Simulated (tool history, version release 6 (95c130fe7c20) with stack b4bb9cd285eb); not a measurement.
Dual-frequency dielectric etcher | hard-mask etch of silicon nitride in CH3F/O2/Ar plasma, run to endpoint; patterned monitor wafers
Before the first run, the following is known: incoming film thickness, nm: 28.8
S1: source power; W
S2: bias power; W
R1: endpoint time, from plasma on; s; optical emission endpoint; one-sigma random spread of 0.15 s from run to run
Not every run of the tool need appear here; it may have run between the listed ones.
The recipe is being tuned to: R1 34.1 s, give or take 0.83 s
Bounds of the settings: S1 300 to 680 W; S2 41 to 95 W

Run 1, hour 0: S1 490 W, S2 68 W. Result: R1 37.648 s.
Run 2, hour 6.3: S1 440 W, S2 68 W. Result: R1 39.394 s.
Run 3, hour 10.1: S1 440 W, S2 72 W. Result: R1 38.865 s.
Run 4, hour 16.3: S1 500 W, S2 72 W. Result: R1 36.676 s.
Run 5, hour 24: S1 500 W, S2 62 W. Result: R1 37.694 s.
Run 6, hour 32.1: S1 430 W, S2 62 W. Result: R1 40.269 s.
Run 7, hour 37.3: S1 470 W, S2 64 W. Result: R1 38.762 s.
Run 8, hour 43.2: S1 500 W, S2 65 W. Result: R1 37.387 s.
Run 9, hour 45.3: S1 520 W, S2 66 W. Result: R1 36.69 s.
Run 10, hour 50: S1 540 W, S2 67 W. Result: R1 35.866 s.
Run 11, hour 54.6: S1 550 W, S2 67 W. Result: R1 35.394 s.
Run 12, hour 58.1: S1 560 W, S2 67 W. Result: R1 35.674 s.
Run 13, hour 65.2: S1 570 W, S2 68 W. Result: R1 35.083 s.
At hour 69.1: source power generator calibrated.
Run 14, hour 69.1: S1 570 W, S2 68 W. Result: R1 35.777 s.
Run 15, hour 74.6: S1 580 W, S2 69 W. Result: R1 35.379 s.

4 candidate next runs follow, results not yet known. Just one meets every target within its allowed miss. Identify it.
Run A, hour 80.1: S1 550 W, S2 74 W. Result: R1 ?.
Run B, hour 80.1: S1 550 W, S2 64 W. Result: R1 ?.
Run C, hour 80.1: S1 540 W, S2 73 W. Result: R1 ?.
Run D, hour 80.1: S1 610 W, S2 75 W. Result: R1 ?.

move      R1
   A    35.7
   B  36.935
   C  36.105
   D  34.029
A: further off than the last run
B: further off than the last run
C: further off than the last run
D: every result lands within tolerance
Move D is the one to make.

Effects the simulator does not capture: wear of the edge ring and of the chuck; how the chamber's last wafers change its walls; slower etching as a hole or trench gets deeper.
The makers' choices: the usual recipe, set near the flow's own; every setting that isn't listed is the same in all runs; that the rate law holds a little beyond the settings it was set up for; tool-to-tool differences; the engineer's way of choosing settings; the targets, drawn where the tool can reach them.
